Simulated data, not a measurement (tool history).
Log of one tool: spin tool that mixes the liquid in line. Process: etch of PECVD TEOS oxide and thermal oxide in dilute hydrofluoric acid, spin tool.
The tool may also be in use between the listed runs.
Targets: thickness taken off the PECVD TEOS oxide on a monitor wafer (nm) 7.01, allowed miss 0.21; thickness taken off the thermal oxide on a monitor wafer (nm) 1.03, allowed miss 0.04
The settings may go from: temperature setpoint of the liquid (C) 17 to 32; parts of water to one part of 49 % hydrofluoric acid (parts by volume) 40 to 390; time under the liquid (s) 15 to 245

| run | hour | temperature setpoint of the liquid (C) | parts of water to one part of 49 % hydrofluoric acid (parts by volume) | time under the liquid (s) | thickness taken off the PECVD TEOS oxide on a monitor wafer (nm) | thickness taken off the thermal oxide on a monitor wafer (nm) |
|---|---|---|---|---|---|---|
| 1 | 0 | 24 | 215 | 125 | 15.3 | 2.2177 |
| 2 | 5.6 | 23.5 | 225 | 125 | 14.091 | 2.0745 |
| 3 | 10.7 | 23 | 235 | 125 | 13.068 | 1.9101 |
| 4 | 12.8 | 23 | 235 | 165 | 17.169 | 2.517 |
| 5 | 20.6 | 22.5 | 250 | 165 | 15.58 | 2.3195 |
| 6 | 22.1 | 22 | 265 | 165 | 14.383 | 2.1484 |
| 7 | 23.6 | 22 | 280 | 165 | 13.446 | 1.9576 |
| 8 | 28.3 | 18 | 370 | 160 | 7.9198 | 1.1533 |
| 9 | 33.7 | 17.5 | 380 | 160 | 7.2887 | 1.0827 |
| 10 | 35.6 | 17.5 | 385 | 160 | 7.2959 | 1.0633 |

4 next moves are on the table. One of them brings every result within its allowed miss. Which?
| A | 37.5 | 17 | 305 | 125 | ? | ? |
| B | 37.5 | 22 | 390 | 135 | ? | ? |
| C | 37.5 | 17 | 350 | 145 | ? | ? |
| D | 37.5 | 17 | 365 | 160 | ? | ? |

| move | thickness taken off the PECVD TEOS oxide on a monitor wafer (nm) | thickness taken off the thermal oxide on a monitor wafer (nm) |
|---|---|---|
| A | 7.6004 | 1.1243 |
| B | 7.1444 | 1.0568 |
| C | 7.4054 | 1.0955 |
| D | 7.7423 | 1.1453 |
A: further off than the last run
B: meets every target
C: further off than the last run
D: further off than the last run
Answer: B
